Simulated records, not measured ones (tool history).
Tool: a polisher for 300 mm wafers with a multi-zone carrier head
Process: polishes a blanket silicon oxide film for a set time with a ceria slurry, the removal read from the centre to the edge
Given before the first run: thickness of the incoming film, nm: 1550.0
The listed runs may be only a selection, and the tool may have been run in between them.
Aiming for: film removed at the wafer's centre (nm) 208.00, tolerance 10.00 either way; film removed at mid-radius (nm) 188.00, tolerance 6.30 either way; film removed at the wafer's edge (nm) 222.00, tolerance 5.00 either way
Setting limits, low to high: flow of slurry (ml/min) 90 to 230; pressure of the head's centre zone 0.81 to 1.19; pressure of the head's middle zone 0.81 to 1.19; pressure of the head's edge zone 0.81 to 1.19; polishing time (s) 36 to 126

run	hour	flow of slurry (ml/min)	pressure of the head's centre zone	pressure of the head's middle zone	pressure of the head's edge zone	polishing time (s)	film removed at the wafer's centre (nm)	film removed at mid-radius (nm)	film removed at the wafer's edge (nm)
1	0.0	150	1.00	1.00	1.00	81	385.57	392.23	391.58
2	8.0	180	1.00	1.00	1.00	81	397.84	404.89	398.56
3	10.4	160	0.98	0.94	0.99	67	312.81	310.23	325.13
4	15.6	195	0.98	0.94	0.99	67	327.58	320.44	334.80
5	16.8	230	0.98	0.94	0.99	67	330.46	323.69	342.76
6	24.0	225	0.97	0.90	0.98	57	284.99	265.40	287.21
7	25.5	220	0.95	0.87	0.99	52	249.67	240.76	264.45
8	34.3	215	0.96	0.85	1.01	48	233.75	215.57	243.37
9	42.8	195	0.96	0.84	1.03	47	225.44	204.41	237.99
10	48.5	195	0.96	0.84	1.03	47	225.96	202.51	237.91
11	51.9	180	0.95	0.83	1.02	47	219.51	204.32	234.25
12	56.5	170	0.95	0.82	1.03	46	207.72	192.61	228.14
13	62.3	165	0.96	0.82	1.02	46	208.39	187.32	228.94

Which single option among these 5 for the next run brings every result within its allowed miss of target? Just one does.
A	68.1	140	1.04	0.89	1.00	48	?	?	?
B	68.1	110	0.89	0.81	1.08	52	?	?	?
C	68.1	125	0.85	0.83	1.11	48	?	?	?
D	68.1	140	0.96	0.81	0.96	47	?	?	?
E	68.1	205	0.88	0.83	1.04	43	?	?	?

move	film removed at the wafer's centre (nm)	film removed at mid-radius (nm)	film removed at the wafer's edge (nm)
A	230.77	209.33	230.00
B	198.72	197.16	246.53
C	182.45	192.45	235.99
D	208.34	189.80	221.73
E	188.90	190.06	220.57
A: moves away from the targets compared with the last run
B: moves away from the targets compared with the last run
C: moves away from the targets compared with the last run
D: every result within its allowed miss
E: corrects the largest miss of the last run, while another result sits out of spec
D is the move that brings every result within its allowed miss.
